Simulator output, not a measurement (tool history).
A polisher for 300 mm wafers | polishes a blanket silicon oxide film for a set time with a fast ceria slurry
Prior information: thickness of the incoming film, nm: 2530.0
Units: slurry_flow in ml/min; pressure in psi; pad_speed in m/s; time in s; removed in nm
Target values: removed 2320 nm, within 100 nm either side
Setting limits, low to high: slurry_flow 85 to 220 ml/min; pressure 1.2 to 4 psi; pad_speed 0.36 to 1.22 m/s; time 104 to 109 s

run,hour,slurry_flow,pressure,pad_speed,time,removed
1,0,140,2.6,0.78,104,1327.6
2,5.2,145,3,0.78,104,1545.5
3,11.2,160,3,0.78,104,1572.1
4,11.9,160,3.3,0.78,104,1682.4
5,18.3,145,3.3,0.78,104,1644.7
6,26.5,145,3.3,0.78,109,1724.7
7,28.8,155,3.5,0.78,109,1850.8
8,35.2,160,3.7,0.8,109,2007.9

Which single option among these 4 for the next run brings every result within its allowed miss of target? Just one does.
A,41.6,185,4,0.76,109,?
B,41.6,135,3.9,0.82,106,?
C,41.6,165,3.8,0.96,109,?
D,41.6,160,4,0.88,107,?

move,removed
A,2112.2
B,2069.3
C,2494.7
D,2345.4
A: nearer than the last run, and not there yet
B: nearer than the last run, and not there yet
C: takes the biggest miss from the last run beyond its target
D: all results land within tolerance of their targets
So the answer is move D, the one that meets all the targets.
